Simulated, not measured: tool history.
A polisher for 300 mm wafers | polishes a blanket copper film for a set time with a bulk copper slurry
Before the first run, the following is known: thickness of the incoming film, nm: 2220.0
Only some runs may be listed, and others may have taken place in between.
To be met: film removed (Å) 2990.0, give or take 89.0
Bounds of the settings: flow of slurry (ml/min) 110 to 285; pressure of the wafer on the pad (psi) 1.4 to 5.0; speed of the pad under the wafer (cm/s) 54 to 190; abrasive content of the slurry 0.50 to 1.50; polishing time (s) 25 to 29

| run | hour | flow of slurry (ml/min) | pressure of the wafer on the pad (psi) | speed of the pad under the wafer (cm/s) | abrasive content of the slurry | polishing time (s) | film removed (Å) |
|---|---|---|---|---|---|---|---|
| 1 | 0.0 | 180 | 3.2 | 122 | 1.00 | 29 | 4369.7 |
| 2 | 1.7 | 140 | 3.2 | 122 | 1.00 | 29 | 4163.0 |
| 3 | 2.6 | 135 | 2.9 | 122 | 1.00 | 29 | 3807.7 |
| 4 | 6.4 | 135 | 2.9 | 152 | 1.00 | 29 | 4703.1 |
| 5 | 12.3 | 135 | 2.9 | 152 | 1.00 | 25 | 4078.1 |
| 6 | 13.2 | 130 | 2.6 | 152 | 1.00 | 25 | 3651.4 |
| 7 | 15.6 | 130 | 2.4 | 152 | 1.00 | 25 | 3381.3 |
| 8 | 19.2 | 130 | 2.3 | 152 | 1.00 | 25 | 3165.3 |

Exercise: of the 4 proposed moves below, exactly one satisfies all targets within the stated allowed misses. Which move is it?
| A | 22.8 | 110 | 1.9 | 158 | 1.05 | 25 | ? |
| B | 22.8 | 150 | 2.2 | 186 | 0.70 | 25 | ? |
| C | 22.8 | 115 | 2.4 | 140 | 1.00 | 25 | ? |
| D | 22.8 | 110 | 2.2 | 148 | 1.05 | 27 | ? |

| move | film removed (Å) |
|---|---|
| A | 2709.7 |
| B | 3504.7 |
| C | 3005.7 |
| D | 3157.7 |
A: takes the result that was furthest off past its target
B: further off than the last run
C: every result lands within tolerance
D: roughly where the last run was
The right move is C.
